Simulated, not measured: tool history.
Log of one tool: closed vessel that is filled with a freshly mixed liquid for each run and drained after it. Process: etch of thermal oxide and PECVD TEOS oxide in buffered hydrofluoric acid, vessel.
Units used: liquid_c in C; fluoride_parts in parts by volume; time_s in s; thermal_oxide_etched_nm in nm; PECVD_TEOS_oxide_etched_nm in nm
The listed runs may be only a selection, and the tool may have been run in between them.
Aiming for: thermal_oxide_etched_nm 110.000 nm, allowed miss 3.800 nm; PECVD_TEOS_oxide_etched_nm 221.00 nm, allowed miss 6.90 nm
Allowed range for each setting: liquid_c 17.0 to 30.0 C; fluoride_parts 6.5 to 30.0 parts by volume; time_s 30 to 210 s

run    day  liquid_c  fluoride_parts  time_s  thermal_oxide_etched_nm  PECVD_TEOS_oxide_etched_nm
  1  0.000      22.0            19.5     105                   59.693                      119.81
  2  0.142      24.0            18.5     105                   71.006                      139.45
  3  0.200      25.0            17.5     105                   77.454                      155.85
  4  0.483      26.0            17.0     105                   84.293                      171.81
  5  0.871      26.0            22.0     105                   67.858                      136.71
  6  1.067      27.5            22.0     105                   74.573                      148.24
  7  1.400      28.0            20.5     105                   79.378                      159.84
  8  1.667      28.5            19.0     105                   88.180                      172.78
  9  1.975      28.5            18.0     105                   90.591                      182.80
 10  2.025      29.0            17.5     105                   97.025                      199.61
 11  2.133      29.5            17.0     105                  101.440                      206.32
 12  2.350      30.0            15.5     105                  116.960                      233.84

Next run, 4 choices. One meets every target within its allowed miss, the rest don't. Which?
  A  2.567      30.0            11.5      80                        ?                           ?
  B  2.567      27.0            17.0     140                        ?                           ?
  C  2.567      29.0            13.5     100                        ?                           ?
  D  2.567      28.0            19.0     135                        ?                           ?

move  thermal_oxide_etched_nm  PECVD_TEOS_oxide_etched_nm
   A                  116.530                      237.44
   B                  118.610                      241.67
   C                  118.160                      240.75
   D                  108.150                      220.36
A: its largest miss is bigger than the last run's
B: its largest miss is bigger than the last run's
C: its largest miss is bigger than the last run's
D: every result within its allowed miss
D is the move that brings every result within its allowed miss.
